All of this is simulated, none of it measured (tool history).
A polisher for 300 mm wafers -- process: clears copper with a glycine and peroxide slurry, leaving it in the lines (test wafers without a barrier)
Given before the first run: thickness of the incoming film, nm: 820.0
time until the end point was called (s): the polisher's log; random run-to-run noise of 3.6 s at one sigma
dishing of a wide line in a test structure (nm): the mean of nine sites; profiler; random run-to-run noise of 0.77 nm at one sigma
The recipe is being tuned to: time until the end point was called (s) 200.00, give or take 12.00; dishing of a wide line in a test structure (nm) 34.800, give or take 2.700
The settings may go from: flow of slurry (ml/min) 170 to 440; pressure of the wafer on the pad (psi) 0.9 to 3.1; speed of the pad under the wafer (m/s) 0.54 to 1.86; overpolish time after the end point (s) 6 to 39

run,day,flow of slurry (ml/min),pressure of the wafer on the pad (psi),speed of the pad under the wafer (m/s),overpolish time after the end point (s),time until the end point was called (s),dishing of a wide line in a test structure (nm)
1,0.000,280,2.0,1.18,20,178.88,62.110
2,0.350,280,1.9,1.18,18,182.85,57.357
3,0.450,280,1.8,1.18,16,192.58,49.346
4,0.650,280,1.8,1.18,15,188.86,46.849
5,0.829,280,1.8,1.18,9,188.40,29.941
6,1.167,280,2.3,1.18,9,158.21,35.511
7,1.488,280,2.2,1.16,9,166.72,33.284
8,1.550,280,2.1,1.16,9,165.66,33.352
9,1.612,280,2.0,1.16,10,180.20,34.859

Next run, 5 choices. One meets every target within its allowed miss, the rest don't. Which?
A,1.675,250,2.4,1.00,9,?,?
B,1.675,320,1.8,0.94,11,?,?
C,1.675,350,1.6,1.22,11,?,?
D,1.675,345,2.2,1.08,8,?,?
E,1.675,250,1.9,0.88,15,?,?

move,time until the end point was called (s),dishing of a wide line in a test structure (nm)
A,178.89,31.946
B,226.99,30.666
C,201.86,33.799
D,173.28,29.422
E,236.40,39.232
A: further off than the last run
B: moves the result that the last run missed by most past its target, out the other side
C: every result lands within tolerance
D: further off than the last run
E: moves the result that the last run missed by most past its target, out the other side
Go with C: it meets all targets.
